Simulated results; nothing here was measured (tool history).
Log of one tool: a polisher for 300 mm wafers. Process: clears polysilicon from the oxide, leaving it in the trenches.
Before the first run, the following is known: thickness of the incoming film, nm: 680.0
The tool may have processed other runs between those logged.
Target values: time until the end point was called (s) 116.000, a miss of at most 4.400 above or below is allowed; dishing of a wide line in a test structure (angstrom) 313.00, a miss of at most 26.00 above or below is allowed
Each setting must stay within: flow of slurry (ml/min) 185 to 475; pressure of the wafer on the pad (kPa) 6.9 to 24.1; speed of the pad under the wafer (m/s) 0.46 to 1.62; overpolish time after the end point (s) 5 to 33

run,day,flow of slurry (ml/min),pressure of the wafer on the pad (kPa),speed of the pad under the wafer (m/s),overpolish time after the end point (s),time until the end point was called (s),dishing of a wide line in a test structure (angstrom)
1,0.000,305,15.2,1.04,17,52.670,826.15
2,0.038,305,13.1,0.96,14,64.879,687.84
3,0.125,350,11.7,0.90,12,76.945,599.07
4,0.383,350,15.2,0.90,12,59.290,691.96
5,0.579,350,15.2,0.70,12,76.071,606.45
6,0.933,350,15.2,0.96,12,55.088,679.73
7,1.054,350,15.2,0.96,12,54.926,694.26
8,1.246,350,11.0,0.68,5,104.860,259.78
9,1.338,345,9.0,0.68,13,129.210,458.27
10,1.433,335,9.0,0.68,12,129.410,440.27
11,1.675,335,9.0,0.68,12,130.850,416.49
12,1.942,330,9.0,0.68,11,126.290,413.27
13,2.242,330,9.0,0.68,10,129.990,367.45
14,2.325,335,9.0,0.68,9,132.040,342.88
15,2.371,345,9.0,0.68,8,128.280,339.06

Which of these 4 next moves meets every target?
A,2.417,440,10.3,0.64,7,?,?
B,2.417,375,7.6,0.78,8,?,?
C,2.417,385,9.0,0.56,9,?,?
D,2.417,360,9.0,0.68,8,?,?

move,time until the end point was called (s),dishing of a wide line in a test structure (angstrom)
A,118.510,313.57
B,132.990,318.18
C,155.480,308.55
D,129.830,324.31
A: each result inside its tolerance
B: moves away from the targets compared with the last run
C: moves away from the targets compared with the last run
D: moves away from the targets compared with the last run
Move A is the one to make.
